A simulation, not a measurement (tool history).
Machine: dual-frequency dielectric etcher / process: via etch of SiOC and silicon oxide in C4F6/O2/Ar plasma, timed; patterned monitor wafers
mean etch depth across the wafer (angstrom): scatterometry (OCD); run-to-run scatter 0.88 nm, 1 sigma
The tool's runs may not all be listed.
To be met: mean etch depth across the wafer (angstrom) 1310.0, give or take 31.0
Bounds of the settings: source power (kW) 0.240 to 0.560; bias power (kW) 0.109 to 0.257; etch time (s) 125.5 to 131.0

run,hour,source power (kW),bias power (kW),etch time (s),mean etch depth across the wafer (angstrom)
1,0.0,0.400,0.183,125.5,1508.7
2,1.9,0.400,0.200,125.5,1536.6
3,2.8,0.360,0.200,125.5,1491.8
4,10.5,0.360,0.200,131.0,1573.6
5,11.9,0.330,0.186,130.0,1466.2
6,20.2,0.330,0.214,130.0,1544.9
7,22.8,0.310,0.202,129.0,1472.0
8,26.8,0.290,0.194,128.5,1408.5
9,31.0,0.280,0.190,128.5,1386.3
10,32.9,0.270,0.187,128.5,1372.4

Next run, 5 choices. One meets every target within its allowed miss, the rest don't. Which?
A,34.8,0.290,0.195,128.0,?
B,34.8,0.240,0.160,126.0,?
C,34.8,0.240,0.182,129.0,?
D,34.8,0.300,0.169,130.5,?
E,34.8,0.270,0.185,130.0,?

move,mean etch depth across the wafer (angstrom)
A,1414.2
B,1235.0
C,1318.7
D,1389.9
E,1382.2
A: lands further from the targets than the last run did
B: takes the result that was furthest off past its target
C: meets every target
D: lands further from the targets than the last run did
E: lands further from the targets than the last run did
The move that meets every target is C.
